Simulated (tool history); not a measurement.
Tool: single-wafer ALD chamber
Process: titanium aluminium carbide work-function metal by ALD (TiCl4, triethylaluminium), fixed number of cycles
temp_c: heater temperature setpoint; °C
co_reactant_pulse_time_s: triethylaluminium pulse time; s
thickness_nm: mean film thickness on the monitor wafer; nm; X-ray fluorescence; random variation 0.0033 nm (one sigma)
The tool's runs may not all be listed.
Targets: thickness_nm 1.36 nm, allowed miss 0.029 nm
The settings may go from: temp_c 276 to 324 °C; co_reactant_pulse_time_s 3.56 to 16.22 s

| run | hour | temp_c | co_reactant_pulse_time_s | thickness_nm |
|---|---|---|---|---|
| 1 | 0 | 300 | 9.89 | 1.5677 |
| 2 | 2.4 | 300 | 12.59 | 1.6991 |
| 3 | 4.3 | 295 | 11.26 | 1.6024 |
| 4 | 7.8 | 300 | 11.26 | 1.6479 |
| 5 | 10.8 | 306 | 11.26 | 1.6976 |
|  | 14.5 | triethylaluminium bottle replaced |
| 6 | 14.5 | 306 | 9.72 | 1.8188 |
| 7 | 20.9 | 306 | 9.72 | 1.8103 |
| 8 | 24.4 | 300 | 9.92 | 1.7647 |
| 9 | 32.6 | 300 | 9.92 | 1.7616 |
| 10 | 37.6 | 295 | 11.54 | 1.7608 |
| 11 | 39.1 | 303 | 9.45 | 1.773 |
| 12 | 41 | 291 | 6.29 | 1.4386 |
| 13 | 48.2 | 290 | 6.23 | 1.4267 |
| 14 | 57.1 | 289 | 6.18 | 1.4051 |
| 15 | 65.7 | 288 | 6.15 | 1.3968 |

4 next moves are on the table. One of them brings every result within its allowed miss. Which?
| A | 74.3 | 284 | 6.79 | ? |
| B | 74.3 | 296 | 5.92 | ? |
| C | 74.3 | 277 | 6.38 | ? |
| D | 74.3 | 292 | 6.01 | ? |

| move | thickness_nm |
|---|---|
| A | 1.446 |
| B | 1.4139 |
| C | 1.3453 |
| D | 1.4005 |
A: further off than the last run
B: further off than the last run
C: meets every target
D: further off than the last run
Move C is the one to make.
